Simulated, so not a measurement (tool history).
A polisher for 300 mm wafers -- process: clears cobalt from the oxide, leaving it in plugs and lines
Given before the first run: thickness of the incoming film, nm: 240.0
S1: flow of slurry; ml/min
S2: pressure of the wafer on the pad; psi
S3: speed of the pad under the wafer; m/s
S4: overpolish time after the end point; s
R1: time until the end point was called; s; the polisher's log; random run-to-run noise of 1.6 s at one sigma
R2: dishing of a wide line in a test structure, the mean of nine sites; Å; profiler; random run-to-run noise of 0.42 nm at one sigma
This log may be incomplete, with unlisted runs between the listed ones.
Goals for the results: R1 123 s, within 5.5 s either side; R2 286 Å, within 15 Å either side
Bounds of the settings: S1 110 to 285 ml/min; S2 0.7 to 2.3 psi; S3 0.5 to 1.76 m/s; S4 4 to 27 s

Run 1, hour 0: S1 180 ml/min, S2 1.5 psi, S3 1.12 m/s, S4 14 s. Result: R1 60.571 s, R2 344.82 Å.
Run 2, hour 2.1: S1 180 ml/min, S2 1.3 psi, S3 1.08 m/s, S4 15 s. Result: R1 72.637 s, R2 333.97 Å.
Run 3, hour 6.8: S1 180 ml/min, S2 1.2 psi, S3 1.06 m/s, S4 15 s. Result: R1 79.313 s, R2 315.63 Å.
Run 4, hour 15.9: S1 180 ml/min, S2 1.2 psi, S3 1.06 m/s, S4 20 s. Result: R1 80.97 s, R2 366.73 Å.
Run 5, hour 18.9: S1 160 ml/min, S2 1.2 psi, S3 1.06 m/s, S4 20 s. Result: R1 78.728 s, R2 360.82 Å.
Run 6, hour 21.1: S1 160 ml/min, S2 1.1 psi, S3 1.04 m/s, S4 20 s. Result: R1 89.058 s, R2 335.62 Å.
Run 7, hour 28: S1 160 ml/min, S2 1.1 psi, S3 1.04 m/s, S4 20 s. Result: R1 88.404 s, R2 345.08 Å.
Run 8, hour 35.9: S1 160 ml/min, S2 1 psi, S3 1.04 m/s, S4 20 s. Result: R1 97.697 s, R2 330.11 Å.
Run 9, hour 44.5: S1 155 ml/min, S2 0.9 psi, S3 1.04 m/s, S4 19 s. Result: R1 109.9 s, R2 299.64 Å.

Which of these 4 next moves meets every target?
Run A, hour 53.1: S1 110 ml/min, S2 1.2 psi, S3 0.92 m/s, S4 16 s. Result: R1 ?, R2 ?.
Run B, hour 53.1: S1 125 ml/min, S2 1 psi, S3 0.84 m/s, S4 19 s. Result: R1 ?, R2 ?.
Run C, hour 53.1: S1 135 ml/min, S2 0.8 psi, S3 1.14 m/s, S4 21 s. Result: R1 ?, R2 ?.
Run D, hour 53.1: S1 130 ml/min, S2 1 psi, S3 0.94 m/s, S4 17 s. Result: R1 ?, R2 ?.

move      R1      R2
   A  98.892     285
   B   126.5  273.36
   C  115.34  305.71
   D  112.97  273.28
A: the biggest miss grows against the last run
B: every result within its allowed miss
C: an improvement on the last run, though not all results are within tolerance
D: an improvement on the last run, though not all results are within tolerance
B meets every target.

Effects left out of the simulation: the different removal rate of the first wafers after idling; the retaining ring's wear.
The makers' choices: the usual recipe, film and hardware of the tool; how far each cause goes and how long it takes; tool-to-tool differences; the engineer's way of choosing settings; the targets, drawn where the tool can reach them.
